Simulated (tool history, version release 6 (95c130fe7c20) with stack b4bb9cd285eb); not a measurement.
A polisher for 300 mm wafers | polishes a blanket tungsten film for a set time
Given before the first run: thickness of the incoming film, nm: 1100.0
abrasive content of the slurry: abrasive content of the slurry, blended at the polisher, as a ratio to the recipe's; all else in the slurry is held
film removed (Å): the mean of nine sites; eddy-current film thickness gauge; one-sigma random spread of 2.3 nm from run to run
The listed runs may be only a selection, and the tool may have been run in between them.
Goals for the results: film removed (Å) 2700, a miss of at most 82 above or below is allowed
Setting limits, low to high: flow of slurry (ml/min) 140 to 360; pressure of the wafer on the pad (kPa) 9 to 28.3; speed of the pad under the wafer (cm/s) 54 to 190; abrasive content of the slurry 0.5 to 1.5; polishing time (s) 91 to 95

run	hour	flow of slurry (ml/min)	pressure of the wafer on the pad (kPa)	speed of the pad under the wafer (cm/s)	abrasive content of the slurry	polishing time (s)	film removed (Å)
1	0	230	18.6	122	1	91	3316.1
2	3.6	230	17.9	122	1	91	3203
3	7	230	21.4	122	1	91	3774.8
4	8.3	230	19.3	122	1	91	3476.8
5	12.3	230	17.9	122	1	91	3224.4
6	21	230	17.2	122	1	91	3068
7	22.4	230	16.5	122	1	91	2952.5
8	28.9	230	15.9	122	1	91	2808.6

Exercise: of the 5 proposed moves below, exactly one satisfies all targets within the stated allowed misses. Which move is it?
A	35.4	270	16.5	146	0.65	92	?
B	35.4	230	15.2	128	0.95	93	?
C	35.4	215	15.2	136	0.95	93	?
D	35.4	270	14.5	132	0.8	95	?
E	35.4	225	17.2	106	1	95	?

move	film removed (Å)
A	2959.2
B	2846.8
C	2966
D	2706.5
E	2900.7
A: further off than the last run
B: further off than the last run
C: further off than the last run
D: hits every target within its allowed miss
E: further off than the last run
Answer: D
